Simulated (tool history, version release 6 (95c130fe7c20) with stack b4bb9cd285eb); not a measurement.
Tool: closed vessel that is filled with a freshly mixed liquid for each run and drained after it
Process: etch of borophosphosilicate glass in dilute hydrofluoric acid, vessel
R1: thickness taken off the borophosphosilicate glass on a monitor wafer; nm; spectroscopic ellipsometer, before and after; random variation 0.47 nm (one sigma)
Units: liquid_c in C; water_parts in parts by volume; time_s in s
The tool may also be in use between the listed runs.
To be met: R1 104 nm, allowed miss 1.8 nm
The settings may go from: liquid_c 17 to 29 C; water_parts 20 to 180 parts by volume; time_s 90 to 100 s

run 1 hour=0 | liquid_c=21 water_parts=100 time_s=90 | R1=49.859
run 2 hour=4.3 | liquid_c=22.5 water_parts=95 time_s=90 | R1=55.812
run 3 hour=6.1 | liquid_c=23.5 water_parts=90 time_s=90 | R1=62.177
run 4 hour=10.9 | liquid_c=24.5 water_parts=85 time_s=90 | R1=68.204
run 5 hour=13.2 | liquid_c=27.5 water_parts=85 time_s=90 | R1=77.97
run 6 hour=14.3 | liquid_c=28 water_parts=80 time_s=90 | R1=84.29
run 7 hour=20.4 | liquid_c=28 water_parts=75 time_s=90 | R1=91.152
run 8 hour=26.9 | liquid_c=29 water_parts=65 time_s=90 | R1=110.27

Which of these 5 next moves meets every target?
run A hour=33.4 | liquid_c=28 water_parts=70 time_s=95 | R1=?
run B hour=33.4 | liquid_c=27 water_parts=65 time_s=100 | R1=?
run C hour=33.4 | liquid_c=29 water_parts=65 time_s=95 | R1=?
run D hour=33.4 | liquid_c=29 water_parts=70 time_s=100 | R1=?
run E hour=33.4 | liquid_c=27.5 water_parts=65 time_s=95 | R1=?

move=A R1=103.02
move=B R1=113.06
move=C R1=116.2
move=D R1=112.75
move=E R1=109.55
A: meets every target
B: further off than the last run
C: further off than the last run
D: further off than the last run
E: nearer than the last run, and not there yet
Answer: A

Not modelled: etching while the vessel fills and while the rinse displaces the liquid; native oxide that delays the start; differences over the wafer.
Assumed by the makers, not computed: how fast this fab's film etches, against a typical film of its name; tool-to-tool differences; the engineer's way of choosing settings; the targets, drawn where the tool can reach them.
